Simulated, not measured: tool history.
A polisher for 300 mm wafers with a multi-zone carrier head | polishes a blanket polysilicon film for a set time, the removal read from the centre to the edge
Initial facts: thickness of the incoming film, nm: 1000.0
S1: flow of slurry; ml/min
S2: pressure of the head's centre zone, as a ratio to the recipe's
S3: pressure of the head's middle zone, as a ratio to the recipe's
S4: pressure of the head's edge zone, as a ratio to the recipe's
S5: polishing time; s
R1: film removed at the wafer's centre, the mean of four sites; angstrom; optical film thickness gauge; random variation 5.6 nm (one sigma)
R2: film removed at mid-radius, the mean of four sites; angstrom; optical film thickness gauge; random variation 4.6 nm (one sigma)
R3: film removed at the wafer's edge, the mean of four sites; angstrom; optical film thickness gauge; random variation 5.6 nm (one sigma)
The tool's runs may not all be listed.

run,hour,S1,S2,S3,S4,S5,R1,R2,R3
1,0,185,1,1,1,56,3099.8,3266.3,3175.5
2,5.8,185,1,0.91,1,56,3228.9,2953.8,3147.2
3,11.6,190,1,0.94,1.02,58,3407,3200.5,3299.1
4,15.3,190,1,0.88,1.02,58,3307.9,3048.7,3422.5
5,18.1,190,1,0.88,1.02,71,4060.8,3662.2,4099.2
6,20,215,1,0.88,1.02,71,4213.4,3786.8,4107.3
7,22.9,220,0.98,0.9,1.03,71,4202.7,3814.4,4233.3

What does the tool deliver on the next run?
8,23.7,220,0.97,0.93,1.03,71,?,?,?

{"run 8": {"R1": 4047.9, "R2": 3923.5, "R3": 4264.6}}
